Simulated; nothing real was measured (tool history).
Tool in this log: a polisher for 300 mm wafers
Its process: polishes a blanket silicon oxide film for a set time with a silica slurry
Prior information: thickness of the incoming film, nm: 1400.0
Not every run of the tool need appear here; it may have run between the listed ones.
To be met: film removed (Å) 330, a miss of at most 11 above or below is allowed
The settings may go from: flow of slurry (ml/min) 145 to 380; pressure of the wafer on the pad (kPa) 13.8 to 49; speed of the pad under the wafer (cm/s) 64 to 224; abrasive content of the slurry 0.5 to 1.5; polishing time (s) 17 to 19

run,hour,flow of slurry (ml/min),pressure of the wafer on the pad (kPa),speed of the pad under the wafer (cm/s),abrasive content of the slurry,polishing time (s),film removed (Å)
1,0,245,31,144,1,19,701.77
2,4.1,245,29,140,1,19,652.67
3,6.1,290,29,140,1,19,662.6
4,14.7,290,29,170,1,19,768.66
5,20.3,290,26.9,160,1,19,677.04
6,23.4,240,26.9,160,1,19,682.61
7,30.4,240,25.5,152,1,19,607.32
8,36.2,240,24.1,148,1,19,567.98
9,42.6,240,22.8,144,1,19,525.26
10,51.3,240,21.4,140,1,19,485.77
11,56.2,240,20.7,138,1,19,458.35
12,57.5,240,20,136,1,19,445.08
13,58.1,240,19.3,134,1,19,428.01
14,61,240,18.6,132,1,19,409.34
15,65.2,240,17.9,132,1,19,393.18
16,67.9,240,17.2,132,1,19,371.43
17,75.7,240,15.9,132,1,19,345.47

Consider the 4 candidate settings below. Which is the only one whose results all fall within their allowed miss of target?
A,83.5,210,18.6,106,0.95,19,?
B,83.5,210,17.9,160,0.6,19,?
C,83.5,180,14.5,164,1.05,18,?
D,83.5,220,17.9,124,0.9,19,?

move,film removed (Å)
A,331.14
B,376.13
C,355.74
D,356.08
A: all results in spec
B: further off than the last run
C: further off than the last run
D: further off than the last run
Answer: A

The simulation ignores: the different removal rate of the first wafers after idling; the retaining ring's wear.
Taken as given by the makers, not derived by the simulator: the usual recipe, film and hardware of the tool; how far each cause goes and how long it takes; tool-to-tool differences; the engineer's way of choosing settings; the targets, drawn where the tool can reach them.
